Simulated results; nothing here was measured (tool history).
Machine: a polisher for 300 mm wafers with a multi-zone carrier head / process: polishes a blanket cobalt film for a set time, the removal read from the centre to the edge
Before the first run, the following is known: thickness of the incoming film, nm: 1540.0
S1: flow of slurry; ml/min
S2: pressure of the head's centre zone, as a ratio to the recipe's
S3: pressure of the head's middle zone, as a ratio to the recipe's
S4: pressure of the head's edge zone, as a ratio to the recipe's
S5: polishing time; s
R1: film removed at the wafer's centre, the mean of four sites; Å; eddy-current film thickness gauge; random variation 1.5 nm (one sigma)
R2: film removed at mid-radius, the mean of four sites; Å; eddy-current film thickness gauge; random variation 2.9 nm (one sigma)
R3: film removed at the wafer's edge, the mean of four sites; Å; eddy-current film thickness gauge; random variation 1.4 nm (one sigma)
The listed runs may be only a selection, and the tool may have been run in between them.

run	hour	S1	S2	S3	S4	S5	R1	R2	R3
1	0	220	1	1	1	52	1872.7	1885.5	1849.1
2	7.5	220	1	1.04	1	52	1892.7	1946.8	1841.9
3	11.6	220	1	1.13	1	52	1876.3	2070.8	1851.5
4	14.4	220	1.05	1.13	1	52	2001.3	2108.3	1844.1
5	20.4	270	1.05	1.13	1	52	2028.1	2101.3	1873.4
6	25.6	270	1.05	1.13	0.97	52	2026.2	2116.2	1843.2
7	31.3	270	1.05	1.13	0.97	52	2060.1	2143.8	1864.4
8	32.1	275	1.04	1.13	1.01	53	2089.7	2176.3	1933.4
9	38.3	280	1.03	1.13	1.05	53	2043.7	2143.3	1975.7

Run 10 has not been measured yet. What should we expect?
10	40.7	285	1.03	1.14	1.07	53	?	?	?

{"run 10": {"R1": 2054.2, "R2": 2180.8, "R3": 1979.5}}

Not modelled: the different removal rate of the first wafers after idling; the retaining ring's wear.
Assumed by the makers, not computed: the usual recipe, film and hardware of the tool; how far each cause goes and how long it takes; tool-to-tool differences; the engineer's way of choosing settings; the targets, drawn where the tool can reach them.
